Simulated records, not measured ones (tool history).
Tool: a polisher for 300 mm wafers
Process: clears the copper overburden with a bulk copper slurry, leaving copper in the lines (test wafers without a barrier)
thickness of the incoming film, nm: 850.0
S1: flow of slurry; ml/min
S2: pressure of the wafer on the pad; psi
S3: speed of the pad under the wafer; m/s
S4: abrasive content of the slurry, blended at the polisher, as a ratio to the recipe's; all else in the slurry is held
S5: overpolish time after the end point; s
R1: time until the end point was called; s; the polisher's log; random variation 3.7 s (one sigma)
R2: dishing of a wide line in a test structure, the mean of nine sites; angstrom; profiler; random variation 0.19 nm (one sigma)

run    day   S1   S2    S3    S4  S5      R1      R2
  1      0  265    3     1     1   9  99.377  535.78
  2  0.025  265    3     1  0.85   9  101.04  521.32
  3  0.258  265    3     1  0.85   6  106.32  359.85
  4  0.462  265  2.8  0.96   0.8   5  114.22  278.04
  5  0.804  265  3.1  0.96   0.8   5  104.16  295.47
  6  0.879  265  3.1  0.96   0.8   7  102.04  413.36
  7  0.958  265  2.9   0.9   0.8   6  116.18  330.85
  8  1.075  245  2.6   0.9  0.75   5  132.96  246.02
  9  1.279  245  2.4  0.88  0.75   5  138.03  224.18
 10  1.442  245  2.2  0.86  0.75   5  156.78  208.75
 11  1.808  245  2.1  0.84  0.75   5  161.12  194.12

Run 12 comes next. What will it give?
 12  1.871  245   2  0.82  0.75   5   ?   ?

Run 12 gave R1 171.55 s, R2 185.24 angstrom.

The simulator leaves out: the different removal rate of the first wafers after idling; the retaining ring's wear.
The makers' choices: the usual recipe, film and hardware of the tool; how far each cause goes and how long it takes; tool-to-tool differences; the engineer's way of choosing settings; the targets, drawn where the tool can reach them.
